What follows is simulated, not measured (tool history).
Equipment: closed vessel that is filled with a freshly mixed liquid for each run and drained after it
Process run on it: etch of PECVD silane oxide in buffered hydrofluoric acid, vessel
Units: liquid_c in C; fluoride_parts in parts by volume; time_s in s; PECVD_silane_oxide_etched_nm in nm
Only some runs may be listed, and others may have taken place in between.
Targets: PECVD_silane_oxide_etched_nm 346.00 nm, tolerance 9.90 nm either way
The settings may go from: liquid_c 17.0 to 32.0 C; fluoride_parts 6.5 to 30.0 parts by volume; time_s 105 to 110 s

run,hour,liquid_c,fluoride_parts,time_s,PECVD_silane_oxide_etched_nm
1,0.0,24.0,18.5,105,159.31
2,1.7,26.0,16.5,105,199.80
3,5.2,22.5,16.5,105,164.45
4,11.9,25.0,15.0,105,208.79
5,18.1,25.0,12.5,105,249.67
6,20.1,26.5,12.5,105,270.82
7,23.1,27.5,12.5,105,283.42
8,26.6,28.5,12.5,105,298.69
9,32.7,29.5,12.5,105,315.37
10,40.3,29.5,12.5,105,314.24
11,42.1,30.0,12.5,105,326.64
12,46.5,30.5,12.5,105,330.51

Which one of the following 5 next-run settings gets every result inside its allowed miss? There is exactly one.
A,50.9,29.0,12.0,105,?
B,50.9,31.0,14.0,110,?
C,50.9,29.0,13.5,110,?
D,50.9,29.5,12.0,110,?
E,50.9,28.5,12.0,105,?

move,PECVD_silane_oxide_etched_nm
A,316.51
B,316.80
C,295.53
D,340.44
E,308.25
A: the biggest miss grows against the last run
B: the biggest miss grows against the last run
C: the biggest miss grows against the last run
D: all results in spec
E: the biggest miss grows against the last run
The move that meets every target is D.
